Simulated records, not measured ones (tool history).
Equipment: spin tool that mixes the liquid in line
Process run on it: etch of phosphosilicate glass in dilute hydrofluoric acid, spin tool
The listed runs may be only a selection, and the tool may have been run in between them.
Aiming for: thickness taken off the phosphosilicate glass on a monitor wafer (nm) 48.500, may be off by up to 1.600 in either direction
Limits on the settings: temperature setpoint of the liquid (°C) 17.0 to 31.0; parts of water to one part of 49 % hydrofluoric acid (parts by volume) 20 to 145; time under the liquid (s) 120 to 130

| run | hour | temperature setpoint of the liquid (°C) | parts of water to one part of 49 % hydrofluoric acid (parts by volume) | time under the liquid (s) | thickness taken off the phosphosilicate glass on a monitor wafer (nm) |
|---|---|---|---|---|---|
| 1 | 0.0 | 23.0 | 80 | 120 | 97.069 |
| 2 | 4.6 | 20.5 | 80 | 120 | 89.102 |
| 3 | 5.8 | 20.5 | 60 | 120 | 119.400 |
| 4 | 7.6 | 20.5 | 60 | 130 | 129.180 |
| 5 | 16.1 | 20.5 | 60 | 130 | 128.630 |
| 6 | 20.7 | 20.0 | 75 | 130 | 100.710 |
| 7 | 22.8 | 19.5 | 85 | 130 | 85.426 |
| 8 | 26.9 | 19.0 | 90 | 130 | 79.338 |
| 9 | 30.1 | 17.0 | 120 | 130 | 52.397 |

Consider the 4 candidate settings below. Which is the only one whose results all fall within their allowed miss of target?
| A | 33.3 | 17.0 | 130 | 120 | ? |
| B | 33.3 | 17.0 | 125 | 125 | ? |
| C | 33.3 | 23.0 | 140 | 125 | ? |
| D | 33.3 | 17.0 | 115 | 125 | ? |

| move | thickness taken off the phosphosilicate glass on a monitor wafer (nm) |
|---|---|
| A | 44.474 |
| B | 48.421 |
| C | 54.163 |
| D | 53.166 |
A: the result that was furthest off in the last run now lies on the other side of its target
B: meets every target
C: the biggest miss grows against the last run
D: the biggest miss grows against the last run
Correct choice: B, which meets every target
